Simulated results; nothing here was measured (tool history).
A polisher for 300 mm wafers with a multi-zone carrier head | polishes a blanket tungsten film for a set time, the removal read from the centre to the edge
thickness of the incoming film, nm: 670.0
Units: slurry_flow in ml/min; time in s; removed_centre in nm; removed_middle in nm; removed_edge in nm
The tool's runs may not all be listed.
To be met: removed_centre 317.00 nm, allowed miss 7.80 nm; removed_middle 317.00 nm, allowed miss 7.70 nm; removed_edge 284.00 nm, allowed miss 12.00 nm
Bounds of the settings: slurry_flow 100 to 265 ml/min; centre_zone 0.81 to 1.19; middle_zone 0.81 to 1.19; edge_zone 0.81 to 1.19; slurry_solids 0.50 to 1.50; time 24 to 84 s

| run | hour | slurry_flow | centre_zone | middle_zone | edge_zone | slurry_solids | time | removed_centre | removed_middle | removed_edge |
|---|---|---|---|---|---|---|---|---|---|---|
| 1 | 0.0 | 170 | 1.00 | 1.00 | 1.00 | 1.00 | 54 | 218.60 | 218.13 | 215.80 |
| 2 | 9.0 | 175 | 1.01 | 1.02 | 1.01 | 1.05 | 54 | 224.54 | 222.12 | 224.78 |
| 3 | 12.0 | 175 | 1.01 | 1.06 | 1.01 | 1.05 | 54 | 226.08 | 232.10 | 218.85 |
| 4 | 19.2 | 180 | 1.02 | 1.07 | 1.02 | 1.10 | 54 | 233.87 | 238.61 | 222.84 |
| 5 | 23.0 | 185 | 1.03 | 1.08 | 1.03 | 1.15 | 54 | 239.65 | 246.54 | 228.54 |
| 6 | 30.8 | 185 | 1.03 | 1.08 | 1.03 | 1.05 | 54 | 233.63 | 236.22 | 218.15 |
| 7 | 34.9 | 190 | 1.04 | 1.09 | 1.04 | 1.10 | 54 | 237.55 | 243.78 | 228.39 |
| 8 | 43.8 | 195 | 1.05 | 1.10 | 1.04 | 1.15 | 54 | 244.10 | 250.33 | 232.91 |
| 9 | 44.3 | 200 | 1.06 | 1.11 | 1.04 | 1.20 | 54 | 252.71 | 254.73 | 234.67 |
| 10 | 46.0 | 205 | 1.07 | 1.12 | 1.04 | 1.25 | 54 | 257.08 | 265.30 | 238.53 |
| 11 | 46.6 | 210 | 1.08 | 1.13 | 1.05 | 1.30 | 54 | 263.45 | 266.78 | 248.85 |
| 12 | 54.4 | 210 | 1.08 | 1.13 | 1.05 | 1.30 | 54 | 263.52 | 266.98 | 248.99 |
| 13 | 55.4 | 215 | 1.09 | 1.14 | 1.05 | 1.30 | 54 | 268.83 | 271.17 | 241.41 |
| 14 | 58.5 | 220 | 1.09 | 1.14 | 1.06 | 1.30 | 54 | 267.36 | 272.23 | 243.98 |

Which of these 4 next moves meets every target?
| A | 61.6 | 265 | 1.06 | 1.10 | 0.96 | 1.05 | 68 | ? | ? | ? |
| B | 61.6 | 220 | 1.07 | 1.10 | 1.01 | 1.45 | 67 | ? | ? | ? |
| C | 61.6 | 240 | 1.09 | 0.93 | 1.06 | 1.50 | 64 | ? | ? | ? |
| D | 61.6 | 255 | 1.08 | 1.16 | 0.99 | 1.40 | 43 | ? | ? | ? |

| move | removed_centre | removed_middle | removed_edge |
|---|---|---|---|
| A | 315.39 | 312.17 | 277.26 |
| B | 339.25 | 334.00 | 305.63 |
| C | 336.10 | 282.67 | 305.21 |
| D | 221.36 | 225.80 | 194.50 |
A: meets every target
B: takes the result that was furthest off past its target
C: takes the result that was furthest off past its target
D: further off than the last run
The right move is A.
